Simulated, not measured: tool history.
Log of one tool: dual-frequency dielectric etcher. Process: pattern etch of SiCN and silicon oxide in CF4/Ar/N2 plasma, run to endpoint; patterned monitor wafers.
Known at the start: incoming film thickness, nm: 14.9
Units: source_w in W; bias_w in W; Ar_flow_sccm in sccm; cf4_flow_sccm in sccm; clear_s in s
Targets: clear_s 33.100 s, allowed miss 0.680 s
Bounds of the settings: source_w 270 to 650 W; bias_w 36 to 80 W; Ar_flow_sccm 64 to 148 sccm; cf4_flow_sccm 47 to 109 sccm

run  hour  source_w  bias_w  Ar_flow_sccm  cf4_flow_sccm  clear_s
  1   0.0       460      58           106             78   18.052
  2   8.6       460      54           106             78   18.379
  3  16.8       400      48           120             68   23.325
  4  23.9       400      44           120             68   23.888
  5  26.7       400      44           106             68   23.526
  6  33.3       400      52           106             68   22.270
  7  37.5       360      47           109             67   26.236
  8  42.1       330      47           109             67   29.481
  9  46.8       320      47           109             67   30.158
 10  51.5       310      47           109             67   31.765

4 next moves are on the table. One of them brings every result within its allowed miss. Which?
  A  56.2       320      41           106             64        ?
  B  56.2       300      50            95             77        ?
  C  56.2       290      49           105             78        ?
  D  56.2       330      47           106             65        ?

move  clear_s
   A   31.120
   B   30.941
   C   33.007
   D   28.879
A: further off than the last run
B: further off than the last run
C: meets every target
D: further off than the last run
The right move is C.
